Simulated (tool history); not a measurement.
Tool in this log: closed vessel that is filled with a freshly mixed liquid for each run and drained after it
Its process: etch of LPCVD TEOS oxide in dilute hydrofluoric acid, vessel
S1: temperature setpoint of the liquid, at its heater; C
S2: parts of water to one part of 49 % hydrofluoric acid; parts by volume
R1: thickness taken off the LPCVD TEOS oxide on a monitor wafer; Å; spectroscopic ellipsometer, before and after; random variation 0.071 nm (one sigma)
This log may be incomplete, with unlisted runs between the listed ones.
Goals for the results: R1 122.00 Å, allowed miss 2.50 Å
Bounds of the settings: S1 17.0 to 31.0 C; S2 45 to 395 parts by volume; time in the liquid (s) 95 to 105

{"run": 1, "hour": 0.0, "S1": 23.0, "S2": 220, "time in the liquid (s)": 95, "R1": 165.13}
{"run": 2, "hour": 2.2, "S1": 21.5, "S2": 225, "time in the liquid (s)": 95, "R1": 151.73}
{"run": 3, "hour": 8.1, "S1": 21.5, "S2": 225, "time in the liquid (s)": 95, "R1": 151.87}
{"run": 4, "hour": 11.9, "S1": 23.0, "S2": 225, "time in the liquid (s)": 95, "R1": 160.45}
{"run": 5, "hour": 19.7, "S1": 23.0, "S2": 190, "time in the liquid (s)": 95, "R1": 197.85}
{"run": 6, "hour": 27.5, "S1": 21.5, "S2": 200, "time in the liquid (s)": 95, "R1": 177.77}
{"run": 7, "hour": 31.5, "S1": 17.5, "S2": 250, "time in the liquid (s)": 95, "R1": 114.15}
{"run": 8, "hour": 33.1, "S1": 18.0, "S2": 250, "time in the liquid (s)": 95, "R1": 117.46}

Pick the move, out of 5, that brings all results within their allowed miss; only one does.
{"run": "A", "hour": 34.7, "S1": 17.5, "S2": 240, "time in the liquid (s)": 100, "R1": "?"}
{"run": "B", "hour": 34.7, "S1": 18.5, "S2": 245, "time in the liquid (s)": 95, "R1": "?"}
{"run": "C", "hour": 34.7, "S1": 17.5, "S2": 270, "time in the liquid (s)": 105, "R1": "?"}
{"run": "D", "hour": 34.7, "S1": 17.0, "S2": 250, "time in the liquid (s)": 95, "R1": "?"}
{"run": "E", "hour": 34.7, "S1": 18.5, "S2": 255, "time in the liquid (s)": 95, "R1": "?"}

move=A R1=126.59
move=B R1=121.88
move=C R1=115.08
move=D R1=112.23
move=E R1=116.05
A: takes the result that was furthest off past its target
B: all results in spec
C: misses by more than the last run did
D: misses by more than the last run did
E: misses by more than the last run did
Correct choice: B, which meets every target

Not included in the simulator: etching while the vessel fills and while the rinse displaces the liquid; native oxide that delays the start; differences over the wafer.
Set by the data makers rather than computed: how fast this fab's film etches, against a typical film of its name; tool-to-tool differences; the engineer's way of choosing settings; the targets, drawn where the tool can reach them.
